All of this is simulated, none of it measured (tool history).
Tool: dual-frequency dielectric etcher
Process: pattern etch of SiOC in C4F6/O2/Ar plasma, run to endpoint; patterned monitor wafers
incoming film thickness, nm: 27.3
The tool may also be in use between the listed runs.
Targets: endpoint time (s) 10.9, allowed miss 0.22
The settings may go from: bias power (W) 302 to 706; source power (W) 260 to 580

run,hour,bias power (W),source power (W),endpoint time (s)
1,0,504,420,9.2937
2,3.3,504,450,9.1164
3,8.4,504,520,8.8454
4,12.1,468,500,9.2181
5,14.6,468,560,8.9372
6,18.2,468,580,8.8591
7,22.4,438,560,9.2268
8,27,438,560,9.3359
9,27.7,416,560,9.5407
10,32.6,315,500,11.496
11,39.9,322,500,11.319
12,43.9,327,500,11.271
13,48,331,500,11.226
14,56.8,331,500,11.227

4 next moves are on the table. One of them brings every result within its allowed miss. Which?
A,65.6,316,460,?
B,65.6,323,480,?
C,65.6,335,530,?
D,65.6,302,560,?

move,endpoint time (s)
A,11.763
B,11.476
C,10.927
D,11.43
A: further off than the last run
B: further off than the last run
C: meets every target
D: further off than the last run
Move C is the one to make.
